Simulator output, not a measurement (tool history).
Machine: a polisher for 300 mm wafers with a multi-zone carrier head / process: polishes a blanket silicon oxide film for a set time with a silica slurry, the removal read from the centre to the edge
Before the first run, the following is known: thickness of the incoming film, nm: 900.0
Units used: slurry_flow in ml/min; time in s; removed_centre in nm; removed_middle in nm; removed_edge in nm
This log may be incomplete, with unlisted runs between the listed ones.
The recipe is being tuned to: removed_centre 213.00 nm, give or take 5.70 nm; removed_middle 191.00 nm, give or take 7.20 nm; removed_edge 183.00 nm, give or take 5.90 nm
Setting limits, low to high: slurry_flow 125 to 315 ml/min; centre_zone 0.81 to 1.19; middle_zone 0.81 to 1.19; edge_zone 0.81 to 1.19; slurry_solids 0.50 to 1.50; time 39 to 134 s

Run 1, hour 0.0: slurry_flow 205 ml/min, centre_zone 1.00, middle_zone 1.00, edge_zone 1.00, slurry_solids 1.00, time 86 s. Result: removed_centre 343.99 nm, removed_middle 313.79 nm, removed_edge 318.98 nm.
Run 2, hour 3.1: slurry_flow 205 ml/min, centre_zone 1.00, middle_zone 0.96, edge_zone 1.00, slurry_solids 1.00, time 86 s. Result: removed_centre 345.21 nm, removed_middle 307.20 nm, removed_edge 320.48 nm.
Run 3, hour 5.5: slurry_flow 205 ml/min, centre_zone 1.00, middle_zone 0.96, edge_zone 0.97, slurry_solids 0.90, time 82 s. Result: removed_centre 309.79 nm, removed_middle 279.51 nm, removed_edge 279.99 nm.
Run 4, hour 7.5: slurry_flow 205 ml/min, centre_zone 1.06, middle_zone 0.96, edge_zone 0.97, slurry_solids 0.90, time 82 s. Result: removed_centre 327.34 nm, removed_middle 280.33 nm, removed_edge 286.90 nm.
Run 5, hour 13.4: slurry_flow 225 ml/min, centre_zone 1.06, middle_zone 0.96, edge_zone 0.97, slurry_solids 0.90, time 82 s. Result: removed_centre 332.39 nm, removed_middle 281.06 nm, removed_edge 285.29 nm.
Run 6, hour 16.6: slurry_flow 230 ml/min, centre_zone 1.04, middle_zone 0.94, edge_zone 0.95, slurry_solids 0.85, time 80 s. Result: removed_centre 307.91 nm, removed_middle 254.76 nm, removed_edge 265.95 nm.
Run 7, hour 25.5: slurry_flow 230 ml/min, centre_zone 1.02, middle_zone 0.94, edge_zone 0.93, slurry_solids 0.80, time 79 s. Result: removed_centre 284.33 nm, removed_middle 246.98 nm, removed_edge 252.85 nm.
Run 8, hour 29.9: slurry_flow 230 ml/min, centre_zone 1.02, middle_zone 0.94, edge_zone 0.91, slurry_solids 0.75, time 78 s. Result: removed_centre 274.03 nm, removed_middle 236.27 nm, removed_edge 237.98 nm.
Run 9, hour 34.3: slurry_flow 230 ml/min, centre_zone 1.02, middle_zone 0.94, edge_zone 0.91, slurry_solids 0.75, time 78 s. Result: removed_centre 271.84 nm, removed_middle 232.31 nm, removed_edge 232.92 nm.
Run 10, hour 35.9: slurry_flow 230 ml/min, centre_zone 1.01, middle_zone 0.94, edge_zone 0.90, slurry_solids 0.70, time 78 s. Result: removed_centre 260.27 nm, removed_middle 225.36 nm, removed_edge 229.30 nm.
At hour 44.1: centre zone pressure recalibrated.
Run 11, hour 44.1: slurry_flow 235 ml/min, centre_zone 1.01, middle_zone 0.95, edge_zone 0.89, slurry_solids 0.65, time 77 s. Result: removed_centre 228.19 nm, removed_middle 214.23 nm, removed_edge 206.07 nm.
Run 12, hour 49.2: slurry_flow 235 ml/min, centre_zone 1.01, middle_zone 0.95, edge_zone 0.88, slurry_solids 0.65, time 77 s. Result: removed_centre 227.13 nm, removed_middle 215.40 nm, removed_edge 208.64 nm.
Run 13, hour 56.2: slurry_flow 235 ml/min, centre_zone 1.02, middle_zone 0.95, edge_zone 0.87, slurry_solids 0.65, time 77 s. Result: removed_centre 227.39 nm, removed_middle 213.35 nm, removed_edge 209.61 nm.
Run 14, hour 65.2: slurry_flow 250 ml/min, centre_zone 1.03, middle_zone 0.95, edge_zone 0.86, slurry_solids 0.60, time 77 s. Result: removed_centre 218.17 nm, removed_middle 201.76 nm, removed_edge 197.69 nm.
Run 15, hour 66.0: slurry_flow 250 ml/min, centre_zone 1.05, middle_zone 0.95, edge_zone 0.85, slurry_solids 0.60, time 77 s. Result: removed_centre 224.82 nm, removed_middle 203.01 nm, removed_edge 193.55 nm.

Exercise: of the 5 proposed moves below, exactly one satisfies all targets within the stated allowed misses. Which move is it?
Run A, hour 66.8: slurry_flow 245 ml/min, centre_zone 1.02, middle_zone 0.98, edge_zone 0.87, slurry_solids 0.60, time 77 s. Result: removed_centre ?, removed_middle ?, removed_edge ?.
Run B, hour 66.8: slurry_flow 260 ml/min, centre_zone 0.94, middle_zone 1.09, edge_zone 0.84, slurry_solids 0.50, time 90 s. Result: removed_centre ?, removed_middle ?, removed_edge ?.
Run C, hour 66.8: slurry_flow 210 ml/min, centre_zone 1.03, middle_zone 1.00, edge_zone 0.88, slurry_solids 0.50, time 96 s. Result: removed_centre ?, removed_middle ?, removed_edge ?.
Run D, hour 66.8: slurry_flow 215 ml/min, centre_zone 1.08, middle_zone 0.95, edge_zone 0.84, slurry_solids 0.50, time 85 s. Result: removed_centre ?, removed_middle ?, removed_edge ?.
Run E, hour 66.8: slurry_flow 255 ml/min, centre_zone 1.18, middle_zone 0.94, edge_zone 0.81, slurry_solids 0.65, time 71 s. Result: removed_centre ?, removed_middle ?, removed_edge ?.

move  removed_centre  removed_middle  removed_edge
   A          216.93          210.89        196.76
   B          205.69          232.69        196.40
   C          231.05          226.57        210.21
   D          213.95          193.55        182.78
   E          242.32          200.49        186.98
A: brings the last run's worst result on target, with another outside its allowed miss
B: carries the result that was furthest off beyond its target, to the other side
C: moves away from the targets compared with the last run
D: meets every target
E: moves away from the targets compared with the last run
D meets every target.

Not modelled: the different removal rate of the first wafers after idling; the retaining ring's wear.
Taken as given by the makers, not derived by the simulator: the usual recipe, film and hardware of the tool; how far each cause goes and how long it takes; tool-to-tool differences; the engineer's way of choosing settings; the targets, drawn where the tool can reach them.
